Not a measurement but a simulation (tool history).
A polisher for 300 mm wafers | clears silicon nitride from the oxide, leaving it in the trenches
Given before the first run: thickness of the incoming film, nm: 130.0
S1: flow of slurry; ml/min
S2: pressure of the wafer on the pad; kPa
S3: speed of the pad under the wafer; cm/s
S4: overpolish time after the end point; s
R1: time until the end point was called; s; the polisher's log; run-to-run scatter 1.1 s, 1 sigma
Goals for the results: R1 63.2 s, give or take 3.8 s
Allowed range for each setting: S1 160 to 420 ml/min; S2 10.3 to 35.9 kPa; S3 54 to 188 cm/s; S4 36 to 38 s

| run | day | S1 | S2 | S3 | S4 | R1 |
|---|---|---|---|---|---|---|
| 1 | 0 | 270 | 22.8 | 120 | 36 | 106.82 |
| 2 | 0.271 | 270 | 20 | 120 | 36 | 127.46 |
| 3 | 0.642 | 270 | 22.8 | 120 | 36 | 109.67 |
| 4 | 0.688 | 270 | 29 | 120 | 36 | 84.999 |
| 5 | 0.958 | 270 | 29 | 132 | 36 | 80.797 |
| 6 | 1.15 | 270 | 30.3 | 134 | 36 | 74.734 |
| 7 | 1.208 | 270 | 31.7 | 136 | 36 | 70.991 |
| 8 | 1.321 | 270 | 32.4 | 136 | 36 | 69.779 |
| 9 | 1.517 | 270 | 33.1 | 136 | 36 | 70.544 |

Exercise: of the 4 proposed moves below, exactly one satisfies all targets within the stated allowed misses. Which move is it?
| A | 1.712 | 335 | 29 | 130 | 36 | ? |
| B | 1.712 | 235 | 30.3 | 136 | 37 | ? |
| C | 1.712 | 260 | 33.1 | 174 | 36 | ? |
| D | 1.712 | 215 | 33.8 | 148 | 36 | ? |

| move | R1 |
|---|---|
| A | 78.947 |
| B | 74.852 |
| C | 54.799 |
| D | 63.166 |
A: misses by more than the last run did
B: misses by more than the last run did
C: carries the result that was furthest off beyond its target, to the other side
D: each result inside its tolerance
The right move is D.
